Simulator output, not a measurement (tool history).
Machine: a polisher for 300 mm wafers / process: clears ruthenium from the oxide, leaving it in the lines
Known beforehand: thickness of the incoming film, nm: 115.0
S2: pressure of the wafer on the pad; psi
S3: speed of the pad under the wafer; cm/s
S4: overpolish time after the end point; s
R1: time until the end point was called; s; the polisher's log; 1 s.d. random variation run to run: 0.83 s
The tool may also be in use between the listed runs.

Run 1, day 0.000: flow of slurry (ml/min) 160, S2 2.1 psi, S3 86 cm/s, S4 7 s. Result: R1 126.260 s.
Run 2, day 0.112: flow of slurry (ml/min) 160, S2 2.3 psi, S3 86 cm/s, S4 7 s. Result: R1 117.380 s.
Run 3, day 0.350: flow of slurry (ml/min) 160, S2 2.0 psi, S3 86 cm/s, S4 7 s. Result: R1 128.840 s.
Run 4, day 0.442: flow of slurry (ml/min) 160, S2 2.0 psi, S3 86 cm/s, S4 7 s. Result: R1 127.250 s.
Run 5, day 0.629: flow of slurry (ml/min) 160, S2 2.2 psi, S3 88 cm/s, S4 7 s. Result: R1 119.290 s.
Run 6, day 0.729: flow of slurry (ml/min) 160, S2 2.0 psi, S3 88 cm/s, S4 7 s. Result: R1 125.460 s.
Run 7, day 0.842: flow of slurry (ml/min) 160, S2 2.2 psi, S3 90 cm/s, S4 7 s. Result: R1 114.610 s.
Run 8, day 1.071: flow of slurry (ml/min) 175, S2 2.8 psi, S3 94 cm/s, S4 7 s. Result: R1 92.170 s.

The next listed run, before its measurement:
Run 9, day 1.304: flow of slurry (ml/min) 175, S2 2.9 psi, S3 96 cm/s, S4 7 s. Result: R1 ?.

Run 9 gave R1 86.778 s.
